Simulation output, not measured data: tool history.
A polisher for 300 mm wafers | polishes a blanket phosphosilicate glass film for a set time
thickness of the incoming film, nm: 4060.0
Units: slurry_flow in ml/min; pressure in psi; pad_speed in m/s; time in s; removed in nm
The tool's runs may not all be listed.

run  hour  slurry_flow  pressure  pad_speed  slurry_solids  time  removed
  1   0.0          245       2.7       0.80            1.0    55   306.48
  2   6.8          245       2.6       0.80            1.0    55   295.01
  3  15.3          245       2.5       0.80            1.0    55   283.81
  4  19.5          245       2.4       0.80            1.0    55   271.93
  5  28.4          245       2.3       0.80            1.0    55   257.71
  6  35.6          190       2.3       0.80            1.0    55   250.37
  7  38.6          185       2.2       0.80            1.0    55   241.33
  8  39.7          180       1.7       0.80            1.0    55   185.80
  9  43.4          185       1.7       0.80            1.0    55   188.58

Forecast run 10:
 10  51.9          190       1.7       0.80            1.0    55        ?

Run 10 gave removed 186.26 nm.
